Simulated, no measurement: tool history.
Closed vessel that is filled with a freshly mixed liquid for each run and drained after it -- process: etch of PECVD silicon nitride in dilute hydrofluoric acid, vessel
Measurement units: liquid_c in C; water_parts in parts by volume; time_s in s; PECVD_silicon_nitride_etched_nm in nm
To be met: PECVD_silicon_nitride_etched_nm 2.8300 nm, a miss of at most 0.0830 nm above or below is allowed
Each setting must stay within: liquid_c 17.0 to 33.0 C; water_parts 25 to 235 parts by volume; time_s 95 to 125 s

| run | hour | liquid_c | water_parts | time_s | PECVD_silicon_nitride_etched_nm |
|---|---|---|---|---|---|
| 1 | 0.0 | 25.0 | 130 | 125 | 5.8679 |
| 2 | 2.2 | 25.0 | 130 | 125 | 5.8494 |
| 3 | 10.5 | 25.0 | 130 | 95 | 4.3712 |
| 4 | 11.5 | 25.0 | 105 | 95 | 5.5325 |
| 5 | 16.9 | 25.0 | 145 | 95 | 4.0077 |
| 6 | 21.5 | 25.0 | 145 | 125 | 5.2347 |
|  | 27.0 | thermometer replaced |
| 7 | 27.0 | 24.0 | 145 | 125 | 4.2715 |
| 8 | 29.5 | 23.5 | 145 | 125 | 4.1183 |
| 9 | 33.9 | 23.0 | 145 | 125 | 3.9710 |
| 10 | 38.6 | 22.5 | 145 | 125 | 3.8527 |
| 11 | 47.9 | 22.0 | 145 | 125 | 3.7807 |
| 12 | 55.8 | 21.5 | 145 | 125 | 3.6378 |
| 13 | 64.1 | 21.0 | 145 | 125 | 3.5067 |
| 14 | 67.1 | 20.5 | 145 | 125 | 3.3548 |
| 15 | 72.4 | 20.0 | 145 | 125 | 3.3346 |
| 16 | 81.5 | 19.5 | 145 | 125 | 3.1915 |

Which one of the following 4 next-run settings gets every result inside its allowed miss? There is exactly one.
| A | 90.6 | 17.0 | 115 | 100 | ? |
| B | 90.6 | 20.5 | 155 | 105 | ? |
| C | 90.6 | 20.0 | 160 | 120 | ? |
| D | 90.6 | 19.5 | 130 | 95 | ? |

| move | PECVD_silicon_nitride_etched_nm |
|---|---|
| A | 2.6623 |
| B | 2.6535 |
| C | 2.8440 |
| D | 2.6650 |
A: the result that was furthest off in the last run now lies on the other side of its target
B: the result that was furthest off in the last run now lies on the other side of its target
C: all results in spec
D: the result that was furthest off in the last run now lies on the other side of its target
Correct choice: C, which meets every target

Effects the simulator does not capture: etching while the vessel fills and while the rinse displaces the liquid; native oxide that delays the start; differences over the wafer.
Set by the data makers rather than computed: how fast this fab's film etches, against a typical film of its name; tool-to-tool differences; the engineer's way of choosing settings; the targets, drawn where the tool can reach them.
